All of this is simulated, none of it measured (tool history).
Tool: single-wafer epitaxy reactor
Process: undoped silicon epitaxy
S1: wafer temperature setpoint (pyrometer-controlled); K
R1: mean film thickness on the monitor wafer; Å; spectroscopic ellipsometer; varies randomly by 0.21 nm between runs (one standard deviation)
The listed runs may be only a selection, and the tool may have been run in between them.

Run 1, hour 0.0: S1 908.15 K, deposition time (s) 324. Result: R1 429.50 Å.
Run 2, hour 7.6: S1 904.15 K, deposition time (s) 324. Result: R1 388.74 Å.
Run 3, hour 10.2: S1 904.15 K, deposition time (s) 357. Result: R1 427.87 Å.
Run 4, hour 17.0: S1 905.15 K, deposition time (s) 357. Result: R1 438.55 Å.
Run 5, hour 21.3: S1 905.15 K, deposition time (s) 333. Result: R1 405.96 Å.
Run 6, hour 27.0: S1 905.15 K, deposition time (s) 374. Result: R1 456.15 Å.

What does the tool deliver on the next run?
Run 7, hour 28.8: S1 906.15 K, deposition time (s) 374. Result: R1 ?.

For run 7 the tool returned R1 469.01 Å.

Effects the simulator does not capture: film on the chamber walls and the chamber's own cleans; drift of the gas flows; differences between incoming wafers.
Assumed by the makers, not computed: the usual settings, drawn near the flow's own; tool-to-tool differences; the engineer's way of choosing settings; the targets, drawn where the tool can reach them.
